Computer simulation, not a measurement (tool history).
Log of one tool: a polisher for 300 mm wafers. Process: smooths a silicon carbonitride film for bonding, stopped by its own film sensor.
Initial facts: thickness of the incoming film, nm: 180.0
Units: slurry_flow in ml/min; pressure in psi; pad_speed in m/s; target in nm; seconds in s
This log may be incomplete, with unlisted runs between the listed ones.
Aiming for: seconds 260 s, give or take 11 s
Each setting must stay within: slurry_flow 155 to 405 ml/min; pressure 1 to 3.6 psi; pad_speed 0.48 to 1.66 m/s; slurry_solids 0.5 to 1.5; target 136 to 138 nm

| run | hour | slurry_flow | pressure | pad_speed | slurry_solids | target | seconds |
|---|---|---|---|---|---|---|---|
| 1 | 0 | 260 | 2.3 | 1.06 | 1 | 138 | 128.3 |
| 2 | 7.5 | 315 | 2.3 | 1.06 | 1 | 138 | 126.46 |
| 3 | 12.9 | 315 | 2.3 | 0.82 | 1 | 138 | 150.86 |
| 4 | 15.3 | 315 | 2.3 | 0.82 | 1.15 | 138 | 139.58 |
| 5 | 20.3 | 315 | 2.2 | 0.82 | 1.15 | 138 | 147.83 |
| 6 | 25.1 | 315 | 2.1 | 0.82 | 1.15 | 138 | 156.51 |
| 7 | 27.3 | 315 | 2 | 0.82 | 1.15 | 138 | 162.5 |
| 8 | 34.7 | 315 | 1.9 | 0.82 | 1.15 | 138 | 170.39 |

Pick the move, out of 5, that brings all results within their allowed miss; only one does.
| A | 42.1 | 305 | 1.5 | 0.74 | 1.15 | 137 | ? |
| B | 42.1 | 305 | 2.1 | 0.52 | 0.95 | 136 | ? |
| C | 42.1 | 320 | 1 | 1.08 | 1.25 | 136 | ? |
| D | 42.1 | 400 | 1.4 | 0.84 | 1.2 | 136 | ? |
| E | 42.1 | 320 | 1.6 | 0.66 | 1.25 | 136 | ? |

| move | seconds |
|---|---|
| A | 238.83 |
| B | 244.49 |
| C | 263.72 |
| D | 229.55 |
| E | 239.09 |
A: nearer than the last run, and not there yet
B: nearer than the last run, and not there yet
C: all results land within tolerance of their targets
D: nearer than the last run, and not there yet
E: nearer than the last run, and not there yet
So the answer is move C, the one that meets all the targets.

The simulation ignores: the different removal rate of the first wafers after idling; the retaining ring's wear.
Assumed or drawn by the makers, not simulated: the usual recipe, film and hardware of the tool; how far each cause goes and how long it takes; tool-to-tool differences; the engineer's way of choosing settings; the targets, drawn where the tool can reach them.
